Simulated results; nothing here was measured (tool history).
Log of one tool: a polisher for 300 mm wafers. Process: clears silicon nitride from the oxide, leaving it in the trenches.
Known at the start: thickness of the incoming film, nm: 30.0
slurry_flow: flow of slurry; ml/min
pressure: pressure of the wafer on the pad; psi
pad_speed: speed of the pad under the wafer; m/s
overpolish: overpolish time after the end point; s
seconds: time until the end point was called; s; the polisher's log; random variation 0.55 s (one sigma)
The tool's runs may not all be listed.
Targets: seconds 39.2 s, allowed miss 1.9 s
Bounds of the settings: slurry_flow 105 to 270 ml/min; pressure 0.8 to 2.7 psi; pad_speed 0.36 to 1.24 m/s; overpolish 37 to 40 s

run,hour,slurry_flow,pressure,pad_speed,overpolish,seconds
1,0,175,1.7,0.8,37,70.536
2,6.7,175,1.9,0.8,37,62.469
3,15.4,175,2.1,0.8,37,58.639
4,19.4,175,2.5,0.8,37,47.724
5,23.6,175,2.6,0.82,37,46.054
6,32.6,175,2.6,0.84,37,44.493
7,38.9,175,2.6,0.86,37,43.932
8,39.8,175,2.6,0.88,37,42.696

Which of these 5 next moves meets every target?
A,40.7,200,2.4,1,37,?
B,40.7,170,2.7,1.06,37,?
C,40.7,195,2.7,1.04,37,?
D,40.7,205,2.6,1.02,37,?
E,40.7,195,2.7,1,40,?

move,seconds
A,40.765
B,35.193
C,35.085
D,36.842
E,36.455
A: meets every target
B: takes the result that was furthest off past its target
C: takes the result that was furthest off past its target
D: takes the result that was furthest off past its target
E: takes the result that was furthest off past its target
Answer: A
